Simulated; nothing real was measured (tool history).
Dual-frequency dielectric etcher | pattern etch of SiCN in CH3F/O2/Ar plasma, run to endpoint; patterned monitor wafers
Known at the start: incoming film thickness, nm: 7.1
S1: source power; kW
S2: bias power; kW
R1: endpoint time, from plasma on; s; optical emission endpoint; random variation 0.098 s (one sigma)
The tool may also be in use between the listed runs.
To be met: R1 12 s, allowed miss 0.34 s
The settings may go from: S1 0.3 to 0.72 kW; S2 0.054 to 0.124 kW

run	hour	S1	S2	R1
1	0	0.51	0.089	14.896
2	3.5	0.45	0.089	16.049
3	8.1	0.51	0.091	14.551
4	12.2	0.56	0.091	14.11
5	18.1	0.56	0.079	15.208
6	22.3	0.56	0.064	16.759
7	27.1	0.6	0.072	15.282
8	34.7	0.63	0.077	14.545
9	38.4	0.65	0.082	13.957
10	44.5	0.67	0.086	13.227
11	51.7	0.68	0.088	13.156
12	54.1	0.68	0.088	13.102
13	62.6	0.69	0.09	12.859
14	69.3	0.7	0.092	12.537
15	72.5	0.71	0.093	12.546
16	76.5	0.71	0.095	12.494

Which of these 4 next moves meets every target?
A	80.5	0.72	0.098	?
B	80.5	0.68	0.092	?
C	80.5	0.69	0.088	?
D	80.5	0.63	0.099	?

move	R1
A	11.905
B	12.586
C	12.772
D	12.582
A: meets every target
B: further off than the last run
C: further off than the last run
D: further off than the last run
The right move is A.

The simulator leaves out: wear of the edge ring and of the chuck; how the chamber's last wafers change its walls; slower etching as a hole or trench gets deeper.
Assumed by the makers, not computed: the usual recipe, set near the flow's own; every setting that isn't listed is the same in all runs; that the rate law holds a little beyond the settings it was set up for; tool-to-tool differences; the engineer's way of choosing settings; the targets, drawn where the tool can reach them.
